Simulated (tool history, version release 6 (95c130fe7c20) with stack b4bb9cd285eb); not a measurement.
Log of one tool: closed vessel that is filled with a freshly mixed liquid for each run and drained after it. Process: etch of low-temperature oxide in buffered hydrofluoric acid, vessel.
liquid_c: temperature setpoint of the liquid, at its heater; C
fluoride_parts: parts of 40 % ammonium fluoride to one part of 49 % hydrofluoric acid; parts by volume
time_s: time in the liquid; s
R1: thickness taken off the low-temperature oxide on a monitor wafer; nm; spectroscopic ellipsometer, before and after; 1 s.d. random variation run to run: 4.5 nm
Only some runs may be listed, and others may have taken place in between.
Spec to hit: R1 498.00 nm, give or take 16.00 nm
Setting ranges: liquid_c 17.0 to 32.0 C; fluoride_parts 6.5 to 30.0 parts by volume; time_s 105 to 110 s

{"run": 1, "day": 0.0, "liquid_c": 24.0, "fluoride_parts": 19.5, "time_s": 105, "R1": 309.01}
{"run": 2, "day": 0.108, "liquid_c": 24.0, "fluoride_parts": 19.5, "time_s": 110, "R1": 317.32}
{"run": 3, "day": 0.45, "liquid_c": 24.0, "fluoride_parts": 24.0, "time_s": 110, "R1": 272.82}
{"run": 4, "day": 0.604, "liquid_c": 24.0, "fluoride_parts": 18.5, "time_s": 110, "R1": 336.68}
{"run": 5, "day": 0.675, "liquid_c": 25.5, "fluoride_parts": 18.5, "time_s": 110, "R1": 364.31}
{"run": 6, "day": 0.788, "liquid_c": 25.5, "fluoride_parts": 18.5, "time_s": 105, "R1": 345.37}
{"run": 7, "day": 0.846, "liquid_c": 27.0, "fluoride_parts": 18.5, "time_s": 105, "R1": 380.65}
{"run": 8, "day": 0.979, "liquid_c": 28.0, "fluoride_parts": 18.5, "time_s": 105, "R1": 394.97}
{"run": 9, "day": 1.262, "liquid_c": 29.0, "fluoride_parts": 18.5, "time_s": 105, "R1": 414.74}

Next run, 4 choices. One meets every target within its allowed miss, the rest don't. Which?
{"run": "A", "day": 1.546, "liquid_c": 27.5, "fluoride_parts": 14.0, "time_s": 110, "R1": "?"}
{"run": "B", "day": 1.546, "liquid_c": 29.5, "fluoride_parts": 15.5, "time_s": 110, "R1": "?"}
{"run": "C", "day": 1.546, "liquid_c": 29.5, "fluoride_parts": 17.5, "time_s": 110, "R1": "?"}
{"run": "D", "day": 1.546, "liquid_c": 27.5, "fluoride_parts": 15.0, "time_s": 110, "R1": "?"}

move=A R1=530.41
move=B R1=533.78
move=C R1=473.83
move=D R1=495.71
A: takes the result that was furthest off past its target
B: takes the result that was furthest off past its target
C: closer than the last run, but not yet in spec
D: every result lands within tolerance
D meets every target.
